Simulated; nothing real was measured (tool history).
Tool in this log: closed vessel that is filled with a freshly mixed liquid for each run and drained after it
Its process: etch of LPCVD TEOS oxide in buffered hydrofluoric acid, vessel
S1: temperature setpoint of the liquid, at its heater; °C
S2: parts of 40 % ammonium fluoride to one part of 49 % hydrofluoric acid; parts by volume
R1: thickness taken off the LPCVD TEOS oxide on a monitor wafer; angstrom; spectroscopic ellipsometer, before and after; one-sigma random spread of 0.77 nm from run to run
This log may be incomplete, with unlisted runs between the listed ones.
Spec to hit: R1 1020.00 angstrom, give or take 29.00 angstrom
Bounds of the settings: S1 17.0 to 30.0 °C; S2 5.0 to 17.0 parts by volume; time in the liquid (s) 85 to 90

{"run": 1, "hour": 0.0, "S1": 22.0, "S2": 10.5, "time in the liquid (s)": 85, "R1": 1718.6}
{"run": 2, "hour": 7.3, "S1": 24.0, "S2": 10.5, "time in the liquid (s)": 85, "R1": 1926.3}
{"run": 3, "hour": 9.0, "S1": 23.0, "S2": 11.0, "time in the liquid (s)": 85, "R1": 1730.0}
{"run": 4, "hour": 11.8, "S1": 22.0, "S2": 11.5, "time in the liquid (s)": 85, "R1": 1582.8}
{"run": 5, "hour": 14.0, "S1": 21.0, "S2": 12.0, "time in the liquid (s)": 85, "R1": 1443.4}
{"run": 6, "hour": 16.4, "S1": 20.5, "S2": 12.5, "time in the liquid (s)": 85, "R1": 1331.1}
{"run": 7, "hour": 20.3, "S1": 20.0, "S2": 12.5, "time in the liquid (s)": 85, "R1": 1312.3}
{"run": 8, "hour": 22.8, "S1": 19.5, "S2": 12.5, "time in the liquid (s)": 85, "R1": 1272.2}
{"run": 9, "hour": 24.6, "S1": 19.0, "S2": 12.5, "time in the liquid (s)": 85, "R1": 1226.2}
{"run": 10, "hour": 27.4, "S1": 18.5, "S2": 12.5, "time in the liquid (s)": 85, "R1": 1203.9}
{"run": 11, "hour": 32.4, "S1": 17.5, "S2": 13.0, "time in the liquid (s)": 85, "R1": 1082.4}

Exercise: of the 5 proposed moves below, exactly one satisfies all targets within the stated allowed misses. Which move is it?
{"run": "A", "hour": 37.4, "S1": 17.0, "S2": 13.5, "time in the liquid (s)": 85, "R1": "?"}
{"run": "B", "hour": 37.4, "S1": 18.0, "S2": 14.0, "time in the liquid (s)": 90, "R1": "?"}
{"run": "C", "hour": 37.4, "S1": 17.5, "S2": 15.5, "time in the liquid (s)": 90, "R1": "?"}
{"run": "D", "hour": 37.4, "S1": 18.5, "S2": 14.5, "time in the liquid (s)": 90, "R1": "?"}
{"run": "E", "hour": 37.4, "S1": 18.5, "S2": 13.5, "time in the liquid (s)": 90, "R1": "?"}

move=A R1=1029.50
move=B R1=1113.50
move=C R1=979.13
move=D R1=1106.70
move=E R1=1187.20
A: in spec on every target
B: lands further from the targets than the last run did
C: pushes the last run's worst result past its target
D: lands further from the targets than the last run did
E: lands further from the targets than the last run did
A is the move that brings every result within its allowed miss.

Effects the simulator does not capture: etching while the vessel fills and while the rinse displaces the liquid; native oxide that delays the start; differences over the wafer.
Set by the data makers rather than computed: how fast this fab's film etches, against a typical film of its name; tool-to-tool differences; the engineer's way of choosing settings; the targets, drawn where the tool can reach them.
